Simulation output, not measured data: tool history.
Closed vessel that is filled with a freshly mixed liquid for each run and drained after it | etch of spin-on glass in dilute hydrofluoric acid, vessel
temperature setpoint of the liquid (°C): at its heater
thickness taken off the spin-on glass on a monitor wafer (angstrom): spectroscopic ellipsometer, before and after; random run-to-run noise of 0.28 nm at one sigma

run,day,temperature setpoint of the liquid (°C),parts of water to one part of 49 % hydrofluoric acid (parts by volume),time in the liquid (s),thickness taken off the spin-on glass on a monitor wafer (angstrom)
1,0,24,120,100,370.35
2,0.208,22,120,100,336.17
3,0.479,22,85,100,494.38
4,0.558,22,85,110,547.52
5,0.762,21,90,110,489.85
6,1.088,21,90,110,489.51
# day 1.3: hydrofluoric acid flow meter replaced
7,1.3,20.5,95,110,505.14

The next listed run, before its measurement:
8,1.604,20.5,105,110,?

{"run 8": {"thickness taken off the spin-on glass on a monitor wafer (angstrom)": 442.73}}
